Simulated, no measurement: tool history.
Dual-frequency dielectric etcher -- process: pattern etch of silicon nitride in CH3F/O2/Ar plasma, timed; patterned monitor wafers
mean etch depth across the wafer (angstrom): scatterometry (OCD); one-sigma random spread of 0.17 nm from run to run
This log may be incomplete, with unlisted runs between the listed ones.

run  hour  source power (W)  bias power (W)  etch time (s)  mean etch depth across the wafer (angstrom)
  1     0               320              56           58.5                                       342.74
  2   3.1               370              56           58.5                                       371.87
  3   6.7               370              56           58.5                                       372.36
  4  15.2               340              56           58.5                                       355.72
  5  20.3               320              55           58.5                                       345.08
  6  23.2               320              55             61                                       355.67
  7  27.1               300              54             61                                       344.11

Run 8 comes next. What will it give?
     32.2  -- source power generator calibrated
  8  32.2               300              54             61                                            ?

mean etch depth across the wafer (angstrom): 348.9

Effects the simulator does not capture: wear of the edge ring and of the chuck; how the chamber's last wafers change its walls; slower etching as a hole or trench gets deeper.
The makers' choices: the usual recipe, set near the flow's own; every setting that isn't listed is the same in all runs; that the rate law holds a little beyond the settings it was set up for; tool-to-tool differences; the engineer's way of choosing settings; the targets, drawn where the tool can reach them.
